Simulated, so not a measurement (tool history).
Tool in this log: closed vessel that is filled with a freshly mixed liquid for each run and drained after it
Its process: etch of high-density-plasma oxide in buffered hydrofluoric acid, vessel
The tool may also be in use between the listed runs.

| run | day | temperature setpoint of the liquid (K) | parts of 40 % ammonium fluoride to one part of 49 % hydrofluoric acid (parts by volume) | time in the liquid (s) | thickness taken off the high-density-plasma oxide on a monitor wafer (nm) |
|---|---|---|---|---|---|
| 1 | 0.000 | 294.15 | 13.5 | 35 | 29.302 |
| 2 | 0.042 | 297.15 | 13.5 | 35 | 34.734 |
| 3 | 0.242 | 295.65 | 13.5 | 35 | 32.462 |
| 4 | 0.338 | 295.65 | 16.5 | 35 | 26.018 |
| 5 | 0.700 | 295.15 | 16.5 | 35 | 25.583 |
| 6 | 1.008 | 295.15 | 16.5 | 35 | 25.693 |
| 7 | 1.154 | 294.65 | 16.5 | 35 | 25.068 |
| 8 | 1.312 | 294.15 | 16.5 | 35 | 24.340 |

Run 9 has not been measured yet. What should we expect?
| 9 | 1.400 | 294.15 | 16.5 | 35 | ? |

{"run 9": {"thickness taken off the high-density-plasma oxide on a monitor wafer (nm)": 24.44}}

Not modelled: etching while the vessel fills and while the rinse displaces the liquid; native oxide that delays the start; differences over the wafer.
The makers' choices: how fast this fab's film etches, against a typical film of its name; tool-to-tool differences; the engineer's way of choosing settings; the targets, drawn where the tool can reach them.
